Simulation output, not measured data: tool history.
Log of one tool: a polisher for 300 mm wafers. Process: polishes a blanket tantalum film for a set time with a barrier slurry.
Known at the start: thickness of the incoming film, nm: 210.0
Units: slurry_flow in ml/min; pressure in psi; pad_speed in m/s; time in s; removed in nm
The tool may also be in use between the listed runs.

run	day	slurry_flow	pressure	pad_speed	slurry_solids	time	removed
1	0	285	2.2	0.96	1	22	40.149
2	0.192	285	2.1	0.96	1	22	38.758
3	0.525	285	2.4	0.96	1	22	45.054
4	0.642	285	2.4	1.18	1	22	54.982
5	0.829	285	2.7	1.18	1	22	60.14
6	1.179	285	2.2	1.16	1	22	48.979

Run 7 comes next. What will it give?
7	1.392	285	1.9	1.14	1	22	?

Run 7 gave removed 42.485 nm.
